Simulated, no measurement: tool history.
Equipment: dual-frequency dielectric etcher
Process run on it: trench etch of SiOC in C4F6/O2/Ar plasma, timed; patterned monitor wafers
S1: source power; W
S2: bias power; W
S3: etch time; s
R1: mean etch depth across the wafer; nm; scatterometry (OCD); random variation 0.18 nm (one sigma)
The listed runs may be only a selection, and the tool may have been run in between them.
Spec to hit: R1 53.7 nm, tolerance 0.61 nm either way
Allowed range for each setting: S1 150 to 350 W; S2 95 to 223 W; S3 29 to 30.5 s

run,day,S1,S2,S3,R1
1,0,250,159,29,50.75
2,0.317,250,148,29,49.346
3,0.354,250,130,29,47.404
4,0.592,250,130,30.5,49.689
5,0.671,250,120,30.5,48.56
6,0.846,260,120,30.5,49.244
7,0.967,270,120,30.5,49.445
8,1.142,280,121,30.5,50.71
9,1.275,290,121,30.5,51.246
10,1.633,310,122,30.5,52.616

4 candidate next runs follow, results not yet known. Just one meets every target within its allowed miss. Identify it.
A,1.992,290,141,29.5,?
B,1.992,310,125,30,?
C,1.992,260,143,30,?
D,1.992,320,131,30,?

move,R1
A,52.198
B,52.279
C,51.307
D,53.689
A: moves away from the targets compared with the last run
B: moves away from the targets compared with the last run
C: moves away from the targets compared with the last run
D: hits every target within its allowed miss
D is the move that brings every result within its allowed miss.
